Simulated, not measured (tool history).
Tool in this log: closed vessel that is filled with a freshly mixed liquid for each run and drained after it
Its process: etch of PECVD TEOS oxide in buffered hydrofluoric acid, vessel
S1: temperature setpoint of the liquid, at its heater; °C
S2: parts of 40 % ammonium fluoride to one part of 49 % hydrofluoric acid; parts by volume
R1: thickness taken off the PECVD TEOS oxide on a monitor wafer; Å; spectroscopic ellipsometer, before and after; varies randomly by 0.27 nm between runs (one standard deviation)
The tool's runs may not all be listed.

{"run": 1, "hour": 0.0, "S1": 22, "S2": 17.5, "time in the liquid (s)": 30, "R1": 385.9}
{"run": 2, "hour": 2.9, "S1": 22, "S2": 19, "time in the liquid (s)": 30, "R1": 351.42}
{"run": 3, "hour": 5.5, "S1": 23.5, "S2": 19, "time in the liquid (s)": 30, "R1": 381.1}
{"run": 4, "hour": 11.5, "S1": 23.5, "S2": 19, "time in the liquid (s)": 30, "R1": 381.96}
{"run": 5, "hour": 14.8, "S1": 23.5, "S2": 19, "time in the liquid (s)": 30, "R1": 379.54}
{"run": 6, "hour": 23.3, "S1": 25.5, "S2": 19, "time in the liquid (s)": 30, "R1": 430.61}
{"run": 7, "hour": 27.8, "S1": 26, "S2": 19, "time in the liquid (s)": 30, "R1": 440.23}

Predict the results of run 8:
{"run": 8, "hour": 28.6, "S1": 26.5, "S2": 19, "time in the liquid (s)": 30, "R1": "?"}

R1: 451.51 Å
